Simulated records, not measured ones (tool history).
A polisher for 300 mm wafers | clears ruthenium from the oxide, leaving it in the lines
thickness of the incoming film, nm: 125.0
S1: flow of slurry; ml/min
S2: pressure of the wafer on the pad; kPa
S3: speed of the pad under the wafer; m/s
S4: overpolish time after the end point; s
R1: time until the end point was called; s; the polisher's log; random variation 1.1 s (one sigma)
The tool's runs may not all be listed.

run	hour	S1	S2	S3	S4	R1
1	0.0	225	13.1	0.84	49	132.030
2	7.4	225	15.2	0.84	49	115.250
3	10.6	225	15.2	0.84	52	115.650
4	13.2	225	16.5	0.84	52	102.850
5	17.3	225	17.2	0.84	52	103.070
6	18.6	225	14.5	0.84	52	120.860
7	26.5	225	15.9	0.84	52	111.070
8	29.3	225	17.2	0.84	52	103.470
9	34.1	225	17.9	0.86	52	94.350

Run 10 comes next. What will it give?
10	37.1	225	20.0	0.86	52	?

{"run 10": {"R1": 86.109}}
